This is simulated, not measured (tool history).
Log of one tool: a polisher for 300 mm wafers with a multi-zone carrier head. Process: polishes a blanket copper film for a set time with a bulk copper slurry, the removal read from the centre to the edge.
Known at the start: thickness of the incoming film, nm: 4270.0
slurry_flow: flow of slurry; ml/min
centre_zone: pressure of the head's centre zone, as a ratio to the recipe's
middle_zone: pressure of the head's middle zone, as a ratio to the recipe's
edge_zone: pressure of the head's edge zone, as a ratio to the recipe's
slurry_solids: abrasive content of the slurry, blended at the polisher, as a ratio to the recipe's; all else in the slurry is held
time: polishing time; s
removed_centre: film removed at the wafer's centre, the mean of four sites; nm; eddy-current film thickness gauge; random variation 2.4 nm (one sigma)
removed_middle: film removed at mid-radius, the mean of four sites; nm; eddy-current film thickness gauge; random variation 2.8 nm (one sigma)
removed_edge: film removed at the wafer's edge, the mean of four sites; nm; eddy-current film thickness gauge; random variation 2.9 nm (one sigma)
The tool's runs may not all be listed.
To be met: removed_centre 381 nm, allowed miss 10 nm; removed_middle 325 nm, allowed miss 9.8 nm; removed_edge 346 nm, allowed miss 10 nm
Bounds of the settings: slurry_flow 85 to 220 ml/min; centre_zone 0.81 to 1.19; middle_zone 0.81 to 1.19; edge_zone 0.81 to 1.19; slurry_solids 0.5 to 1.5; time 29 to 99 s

| run | hour | slurry_flow | centre_zone | middle_zone | edge_zone | slurry_solids | time | removed_centre | removed_middle | removed_edge |
|---|---|---|---|---|---|---|---|---|---|---|
| 1 | 0 | 140 | 1 | 1 | 1 | 1 | 64 | 346.72 | 353.74 | 366.85 |
| 2 | 5.7 | 140 | 1 | 1 | 1 | 1 | 55 | 299.57 | 304.78 | 319.82 |
| 3 | 7 | 145 | 1.01 | 1 | 1 | 1 | 55 | 305.14 | 305.5 | 316.42 |
| 4 | 14.9 | 145 | 1.01 | 1 | 1 | 1.2 | 55 | 317.99 | 320.03 | 329.05 |
| 5 | 21.7 | 145 | 1.01 | 1 | 0.92 | 1.2 | 55 | 315.43 | 321.69 | 319.94 |
| 6 | 25.6 | 150 | 1.02 | 0.99 | 0.93 | 1.2 | 55 | 325.58 | 318.72 | 323.8 |
|  | 30.4 | slurry nozzle cleaned |
| 7 | 30.4 | 155 | 1.02 | 0.99 | 0.93 | 1.2 | 55 | 351.86 | 346.2 | 340.57 |
| 8 | 38.5 | 155 | 1.02 | 0.98 | 0.93 | 1.2 | 55 | 349.06 | 338.69 | 343.08 |

Which of these 4 next moves meets every target?
| A | 46.6 | 175 | 1.12 | 1.04 | 0.94 | 1.2 | 54 | ? | ? | ? |
| B | 46.6 | 150 | 1.08 | 0.89 | 0.91 | 1 | 59 | ? | ? | ? |
| C | 46.6 | 165 | 1.16 | 0.86 | 0.93 | 1.15 | 53 | ? | ? | ? |
| D | 46.6 | 150 | 1.17 | 0.84 | 0.87 | 1.2 | 53 | ? | ? | ? |

| move | removed_centre | removed_middle | removed_edge |
|---|---|---|---|
| A | 383.46 | 359.12 | 343.78 |
| B | 378.4 | 329.7 | 349.71 |
| C | 379.79 | 303.09 | 330.94 |
| D | 378.14 | 295.58 | 319.64 |
A: brings the result that was furthest off to its target, and leaves another outside
B: meets every target
C: brings the result that was furthest off to its target, and leaves another outside
D: brings the result that was furthest off to its target, and leaves another outside
Answer: B

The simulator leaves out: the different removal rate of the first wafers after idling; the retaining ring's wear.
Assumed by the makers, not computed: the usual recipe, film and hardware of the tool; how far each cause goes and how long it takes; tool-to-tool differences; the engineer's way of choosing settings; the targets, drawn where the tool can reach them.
